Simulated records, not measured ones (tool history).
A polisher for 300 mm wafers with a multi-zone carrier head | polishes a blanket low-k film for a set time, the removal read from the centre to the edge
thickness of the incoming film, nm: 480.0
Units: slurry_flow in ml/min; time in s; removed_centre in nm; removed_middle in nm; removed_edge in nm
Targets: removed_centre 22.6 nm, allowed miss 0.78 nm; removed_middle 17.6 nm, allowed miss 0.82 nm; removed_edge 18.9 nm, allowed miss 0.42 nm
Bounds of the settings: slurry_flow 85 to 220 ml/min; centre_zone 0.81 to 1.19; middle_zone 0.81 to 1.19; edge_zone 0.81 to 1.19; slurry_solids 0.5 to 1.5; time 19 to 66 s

{"run": 1, "hour": 0.0, "slurry_flow": 140, "centre_zone": 1, "middle_zone": 1, "edge_zone": 1, "slurry_solids": 1, "time": 42, "removed_centre": 16.546, "removed_middle": 17.954, "removed_edge": 17.833}
{"run": 2, "hour": 0.6, "slurry_flow": 150, "centre_zone": 1.03, "middle_zone": 0.98, "edge_zone": 1, "slurry_solids": 1, "time": 42, "removed_centre": 17.318, "removed_middle": 17.73, "removed_edge": 17.64}
{"run": 3, "hour": 8.8, "slurry_flow": 155, "centre_zone": 1.06, "middle_zone": 0.97, "edge_zone": 1.02, "slurry_solids": 1, "time": 42, "removed_centre": 17.544, "removed_middle": 17.51, "removed_edge": 17.994}
{"run": 4, "hour": 12.0, "slurry_flow": 165, "centre_zone": 1.08, "middle_zone": 0.95, "edge_zone": 1.01, "slurry_solids": 1.05, "time": 42, "removed_centre": 19.133, "removed_middle": 18.233, "removed_edge": 18.403}
{"run": 5, "hour": 15.5, "slurry_flow": 165, "centre_zone": 1.08, "middle_zone": 0.95, "edge_zone": 1.01, "slurry_solids": 1.05, "time": 33, "removed_centre": 14.61, "removed_middle": 14.1, "removed_edge": 14.608}
{"run": 6, "hour": 21.1, "slurry_flow": 170, "centre_zone": 1.1, "middle_zone": 0.93, "edge_zone": 1.01, "slurry_solids": 1.15, "time": 33, "removed_centre": 15.722, "removed_middle": 14.729, "removed_edge": 15.319}
{"run": 7, "hour": 23.8, "slurry_flow": 175, "centre_zone": 1.12, "middle_zone": 0.91, "edge_zone": 1.01, "slurry_solids": 1.2, "time": 33, "removed_centre": 16.37, "removed_middle": 14.738, "removed_edge": 15.659}
{"run": 8, "hour": 27.5, "slurry_flow": 180, "centre_zone": 1.13, "middle_zone": 0.9, "edge_zone": 1, "slurry_solids": 1.25, "time": 33, "removed_centre": 17.072, "removed_middle": 14.776, "removed_edge": 15.905}
{"run": 9, "hour": 29.2, "slurry_flow": 185, "centre_zone": 1.14, "middle_zone": 0.9, "edge_zone": 1, "slurry_solids": 1.3, "time": 33, "removed_centre": 17.783, "removed_middle": 14.806, "removed_edge": 16.336}
{"hour": 33.1, "done": "centre zone pressure recalibrated"}
{"run": 10, "hour": 33.1, "slurry_flow": 190, "centre_zone": 1.15, "middle_zone": 0.92, "edge_zone": 1, "slurry_solids": 1.35, "time": 33, "removed_centre": 19.138, "removed_middle": 15.69, "removed_edge": 16.536}
{"run": 11, "hour": 41.7, "slurry_flow": 195, "centre_zone": 1.16, "middle_zone": 0.93, "edge_zone": 1.02, "slurry_solids": 1.35, "time": 33, "removed_centre": 19.246, "removed_middle": 15.764, "removed_edge": 16.661}
{"run": 12, "hour": 49.4, "slurry_flow": 195, "centre_zone": 1.16, "middle_zone": 0.93, "edge_zone": 1.03, "slurry_solids": 1.4, "time": 33, "removed_centre": 19.573, "removed_middle": 16.675, "removed_edge": 17.133}
{"run": 13, "hour": 53.1, "slurry_flow": 200, "centre_zone": 1.17, "middle_zone": 0.92, "edge_zone": 1.03, "slurry_solids": 1.4, "time": 33, "removed_centre": 19.878, "removed_middle": 16.006, "removed_edge": 16.867}

5 next moves are on the table. One of them brings every result within its allowed miss. Which?
{"run": "A", "hour": 56.8, "slurry_flow": 155, "centre_zone": 1.18, "middle_zone": 1.06, "edge_zone": 0.98, "slurry_solids": 1.45, "time": 38, "removed_centre": "?", "removed_middle": "?", "removed_edge": "?"}
{"run": "B", "hour": 56.8, "slurry_flow": 200, "centre_zone": 1.04, "middle_zone": 0.93, "edge_zone": 1.03, "slurry_solids": 1.5, "time": 38, "removed_centre": "?", "removed_middle": "?", "removed_edge": "?"}
{"run": "C", "hour": 56.8, "slurry_flow": 160, "centre_zone": 1.13, "middle_zone": 1.01, "edge_zone": 1.06, "slurry_solids": 1.45, "time": 37, "removed_centre": "?", "removed_middle": "?", "removed_edge": "?"}
{"run": "D", "hour": 56.8, "slurry_flow": 195, "centre_zone": 1.14, "middle_zone": 0.84, "edge_zone": 1.05, "slurry_solids": 1.5, "time": 38, "removed_centre": "?", "removed_middle": "?", "removed_edge": "?"}
{"run": "E", "hour": 56.8, "slurry_flow": 185, "centre_zone": 1.19, "middle_zone": 0.91, "edge_zone": 1.04, "slurry_solids": 1.4, "time": 37, "removed_centre": "?", "removed_middle": "?", "removed_edge": "?"}

move=A removed_centre=22.931 removed_middle=19.815 removed_edge=19.059
move=B removed_centre=21.346 removed_middle=18.65 removed_edge=20.179
move=C removed_centre=21.505 removed_middle=18.611 removed_edge=19.119
move=D removed_centre=23.264 removed_middle=17.078 removed_edge=20.283
move=E removed_centre=22.833 removed_middle=17.167 removed_edge=19.047
A: brings the result that was furthest off to its target, and leaves another outside
B: takes the result that was furthest off past its target
C: brings the result that was furthest off to its target, and leaves another outside
D: takes the result that was furthest off past its target
E: meets every target
The right move is E.
